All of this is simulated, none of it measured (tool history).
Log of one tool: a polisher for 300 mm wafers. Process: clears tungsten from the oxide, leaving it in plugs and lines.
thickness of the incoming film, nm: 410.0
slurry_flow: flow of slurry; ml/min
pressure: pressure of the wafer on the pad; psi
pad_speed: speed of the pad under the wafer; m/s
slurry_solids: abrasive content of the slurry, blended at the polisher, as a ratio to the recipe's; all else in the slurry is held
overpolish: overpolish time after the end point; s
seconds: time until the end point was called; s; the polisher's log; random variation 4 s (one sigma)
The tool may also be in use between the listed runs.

Run 1, hour 0: slurry_flow 255 ml/min, pressure 3.4 psi, pad_speed 0.98 m/s, slurry_solids 1, overpolish 13 s. Result: seconds 109.65 s.
Run 2, hour 3.2: slurry_flow 255 ml/min, pressure 3.4 psi, pad_speed 1.14 m/s, slurry_solids 1, overpolish 13 s. Result: seconds 91.465 s.
Run 3, hour 4.5: slurry_flow 255 ml/min, pressure 3.4 psi, pad_speed 1.14 m/s, slurry_solids 0.9, overpolish 13 s. Result: seconds 92.628 s.
Run 4, hour 11.8: slurry_flow 255 ml/min, pressure 3.4 psi, pad_speed 0.92 m/s, slurry_solids 0.9, overpolish 13 s. Result: seconds 119.38 s.
Run 5, hour 13.5: slurry_flow 255 ml/min, pressure 2.8 psi, pad_speed 0.92 m/s, slurry_solids 0.9, overpolish 13 s. Result: seconds 147.14 s.
Run 6, hour 19.9: slurry_flow 255 ml/min, pressure 2.6 psi, pad_speed 0.92 m/s, slurry_solids 0.9, overpolish 13 s. Result: seconds 154.49 s.
Run 7, hour 27.3: slurry_flow 250 ml/min, pressure 1.6 psi, pad_speed 0.8 m/s, slurry_solids 0.9, overpolish 13 s. Result: seconds 281.21 s.
Run 8, hour 28.5: slurry_flow 250 ml/min, pressure 1.7 psi, pad_speed 0.8 m/s, slurry_solids 0.9, overpolish 13 s. Result: seconds 268.59 s.
Run 9, hour 32.3: slurry_flow 250 ml/min, pressure 1.7 psi, pad_speed 0.8 m/s, slurry_solids 0.9, overpolish 13 s. Result: seconds 261.48 s.

Run 10 comes next. What will it give?
Run 10, hour 38.1: slurry_flow 250 ml/min, pressure 1.7 psi, pad_speed 0.8 m/s, slurry_solids 0.9, overpolish 13 s. Result: seconds ?.

{"run 10": {"seconds": 263.22}}
